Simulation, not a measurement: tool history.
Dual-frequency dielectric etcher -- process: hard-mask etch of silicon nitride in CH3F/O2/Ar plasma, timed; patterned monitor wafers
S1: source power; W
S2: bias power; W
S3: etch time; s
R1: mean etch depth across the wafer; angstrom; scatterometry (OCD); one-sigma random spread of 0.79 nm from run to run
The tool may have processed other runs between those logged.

{"run": 1, "hour": 0.0, "S1": 530, "S2": 76, "S3": 265.5, "R1": 1931.0}
{"run": 2, "hour": 8.6, "S1": 530, "S2": 76, "S3": 265.5, "R1": 1956.8}
{"run": 3, "hour": 15.0, "S1": 530, "S2": 76, "S3": 277.5, "R1": 2019.5}
{"run": 4, "hour": 18.2, "S1": 500, "S2": 71, "S3": 275.0, "R1": 1875.3}
{"run": 5, "hour": 27.3, "S1": 500, "S2": 82, "S3": 275.0, "R1": 2040.0}
{"run": 6, "hour": 31.5, "S1": 540, "S2": 82, "S3": 275.0, "R1": 2112.8}
{"hour": 39.1, "done": "wet clean of the chamber"}
{"run": 7, "hour": 39.1, "S1": 510, "S2": 78, "S3": 274.0, "R1": 2074.2}
{"run": 8, "hour": 42.0, "S1": 510, "S2": 72, "S3": 272.5, "R1": 1971.6}
{"run": 9, "hour": 47.7, "S1": 470, "S2": 67, "S3": 271.0, "R1": 1821.1}
{"run": 10, "hour": 53.7, "S1": 450, "S2": 64, "S3": 270.0, "R1": 1741.6}
{"run": 11, "hour": 57.6, "S1": 350, "S2": 58, "S3": 269.0, "R1": 1440.3}
{"run": 12, "hour": 64.8, "S1": 360, "S2": 58, "S3": 269.0, "R1": 1477.6}

Run 13 is up next; what results do you expect?
{"run": 13, "hour": 65.8, "S1": 360, "S2": 58, "S3": 269.0, "R1": "?"}

R1: 1480.7 angstrom
